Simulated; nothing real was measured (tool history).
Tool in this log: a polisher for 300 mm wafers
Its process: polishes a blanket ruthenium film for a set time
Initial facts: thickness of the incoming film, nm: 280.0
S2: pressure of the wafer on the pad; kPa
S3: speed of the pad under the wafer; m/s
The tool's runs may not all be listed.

run 1 hour=0.0 | flow_of_slurry_(ml/min)=235 S2=15.9 S3=0.78 polishing_time_(s)=48 | film_removed_(Å)=479.96
run 2 hour=8.1 | flow_of_slurry_(ml/min)=235 S2=15.9 S3=0.78 polishing_time_(s)=48 | film_removed_(Å)=479.05
run 3 hour=10.8 | flow_of_slurry_(ml/min)=235 S2=15.9 S3=0.78 polishing_time_(s)=48 | film_removed_(Å)=481.69
run 4 hour=16.3 | flow_of_slurry_(ml/min)=235 S2=18.6 S3=0.78 polishing_time_(s)=48 | film_removed_(Å)=544.35
run 5 hour=17.4 | flow_of_slurry_(ml/min)=235 S2=15.9 S3=0.78 polishing_time_(s)=48 | film_removed_(Å)=478.09
run 6 hour=18.8 | flow_of_slurry_(ml/min)=235 S2=17.9 S3=0.78 polishing_time_(s)=48 | film_removed_(Å)=538.53

Run 7 comes next. What will it give?
run 7 hour=19.6 | flow_of_slurry_(ml/min)=235 S2=16.5 S3=0.78 polishing_time_(s)=48 | film_removed_(Å)=?

film removed (Å): 500.35
